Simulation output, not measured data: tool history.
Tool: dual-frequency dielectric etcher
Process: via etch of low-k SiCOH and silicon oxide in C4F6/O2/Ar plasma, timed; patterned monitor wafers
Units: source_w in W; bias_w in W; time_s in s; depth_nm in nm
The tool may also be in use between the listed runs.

{"run": 1, "hour": 0.0, "source_w": 320, "bias_w": 252, "time_s": 42, "depth_nm": 116.69}
{"run": 2, "hour": 6.8, "source_w": 300, "bias_w": 235, "time_s": 41.5, "depth_nm": 108.22}
{"run": 3, "hour": 12.3, "source_w": 260, "bias_w": 235, "time_s": 41.5, "depth_nm": 101.46}
{"run": 4, "hour": 13.6, "source_w": 250, "bias_w": 232, "time_s": 41.5, "depth_nm": 98.298}
{"run": 5, "hour": 14.1, "source_w": 240, "bias_w": 230, "time_s": 41.5, "depth_nm": 96.933}
{"run": 6, "hour": 20.2, "source_w": 240, "bias_w": 271, "time_s": 41.5, "depth_nm": 101.31}
{"run": 7, "hour": 26.3, "source_w": 230, "bias_w": 267, "time_s": 41.5, "depth_nm": 99.666}
{"run": 8, "hour": 34.9, "source_w": 230, "bias_w": 267, "time_s": 41.5, "depth_nm": 99.47}

Run 9 comes next. What will it give?
{"run": 9, "hour": 42.5, "source_w": 220, "bias_w": 263, "time_s": 41.5, "depth_nm": "?"}

depth_nm: 96.842 nm

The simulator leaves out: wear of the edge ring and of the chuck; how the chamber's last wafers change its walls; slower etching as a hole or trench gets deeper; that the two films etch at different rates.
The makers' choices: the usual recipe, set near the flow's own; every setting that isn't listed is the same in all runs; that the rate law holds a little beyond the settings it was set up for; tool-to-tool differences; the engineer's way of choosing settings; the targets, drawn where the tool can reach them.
